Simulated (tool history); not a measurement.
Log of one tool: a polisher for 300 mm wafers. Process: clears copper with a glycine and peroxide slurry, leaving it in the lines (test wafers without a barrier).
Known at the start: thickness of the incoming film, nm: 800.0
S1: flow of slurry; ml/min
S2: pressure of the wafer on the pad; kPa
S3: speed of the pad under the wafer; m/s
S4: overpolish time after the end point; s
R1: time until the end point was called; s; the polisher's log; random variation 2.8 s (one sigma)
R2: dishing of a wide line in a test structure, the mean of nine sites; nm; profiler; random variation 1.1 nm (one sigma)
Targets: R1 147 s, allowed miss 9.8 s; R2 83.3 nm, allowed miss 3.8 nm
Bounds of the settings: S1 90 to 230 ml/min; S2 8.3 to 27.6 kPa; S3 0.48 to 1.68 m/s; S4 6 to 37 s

{"run": 1, "hour": 0.0, "S1": 150, "S2": 17.9, "S3": 1.08, "S4": 19, "R1": 172.67, "R2": 52.524}
{"run": 2, "hour": 7.2, "S1": 150, "S2": 17.9, "S3": 0.96, "S4": 19, "R1": 193.09, "R2": 49.714}
{"run": 3, "hour": 14.7, "S1": 150, "S2": 17.9, "S3": 0.96, "S4": 16, "R1": 196.58, "R2": 43.255}
{"run": 4, "hour": 23.4, "S1": 150, "S2": 17.9, "S3": 1.08, "S4": 16, "R1": 177.91, "R2": 45.639}
{"run": 5, "hour": 28.1, "S1": 150, "S2": 18.6, "S3": 1.06, "S4": 18, "R1": 177.37, "R2": 51.893}
{"run": 6, "hour": 31.3, "S1": 150, "S2": 20, "S3": 1.06, "S4": 18, "R1": 167.79, "R2": 53.909}
{"run": 7, "hour": 38.1, "S1": 150, "S2": 20.7, "S3": 1.04, "S4": 19, "R1": 165.3, "R2": 56.708}
{"run": 8, "hour": 43.5, "S1": 150, "S2": 20.7, "S3": 1.04, "S4": 19, "R1": 162.34, "R2": 56.888}
{"run": 9, "hour": 50.5, "S1": 150, "S2": 21.4, "S3": 1.04, "S4": 20, "R1": 159.63, "R2": 61.229}
{"run": 10, "hour": 52.9, "S1": 145, "S2": 24.8, "S3": 1, "S4": 26, "R1": 147.99, "R2": 78.612}

Which of these 4 next moves meets every target?
{"run": "A", "hour": 55.3, "S1": 155, "S2": 20.7, "S3": 1.18, "S4": 31, "R1": "?", "R2": "?"}
{"run": "B", "hour": 55.3, "S1": 140, "S2": 22.1, "S3": 0.92, "S4": 33, "R1": "?", "R2": "?"}
{"run": "C", "hour": 55.3, "S1": 145, "S2": 24.8, "S3": 0.72, "S4": 30, "R1": "?", "R2": "?"}
{"run": "D", "hour": 55.3, "S1": 145, "S2": 17.9, "S3": 1.22, "S4": 30, "R1": "?", "R2": "?"}

move=A R1=146.19 R2=83.739
move=B R1=166.15 R2=81.758
move=C R1=174.26 R2=75.858
move=D R1=162.62 R2=75.424
A: meets every target
B: brings the result that was furthest off to its target, and leaves another outside
C: further off than the last run
D: further off than the last run
Move A is the one to make.

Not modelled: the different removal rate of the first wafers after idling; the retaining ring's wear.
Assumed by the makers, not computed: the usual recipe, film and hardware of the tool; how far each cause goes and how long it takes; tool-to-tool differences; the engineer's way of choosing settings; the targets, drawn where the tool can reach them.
